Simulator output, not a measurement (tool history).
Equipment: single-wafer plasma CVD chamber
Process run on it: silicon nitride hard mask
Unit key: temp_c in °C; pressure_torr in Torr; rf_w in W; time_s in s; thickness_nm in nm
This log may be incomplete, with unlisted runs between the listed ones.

{"run": 1, "hour": 0.0, "temp_c": 420, "pressure_torr": 1.1, "rf_w": 290, "time_s": 37.6, "thickness_nm": 36.95}
{"run": 2, "hour": 3.7, "temp_c": 420, "pressure_torr": 1.1, "rf_w": 290, "time_s": 38.8, "thickness_nm": 38.162}
{"run": 3, "hour": 11.4, "temp_c": 420, "pressure_torr": 1.1, "rf_w": 290, "time_s": 37.6, "thickness_nm": 37.136}
{"run": 4, "hour": 16.9, "temp_c": 420, "pressure_torr": 1.1, "rf_w": 290, "time_s": 38.8, "thickness_nm": 38.099}
{"run": 5, "hour": 21.4, "temp_c": 420, "pressure_torr": 1.12, "rf_w": 290, "time_s": 38.8, "thickness_nm": 38.636}
{"run": 6, "hour": 27.9, "temp_c": 411, "pressure_torr": 1.12, "rf_w": 290, "time_s": 38.8, "thickness_nm": 38.873}

What does the tool deliver on the next run?
{"run": 7, "hour": 30.2, "temp_c": 411, "pressure_torr": 1.13, "rf_w": 290, "time_s": 38.8, "thickness_nm": "?"}

Run 7 measured thickness_nm 38.750 nm.
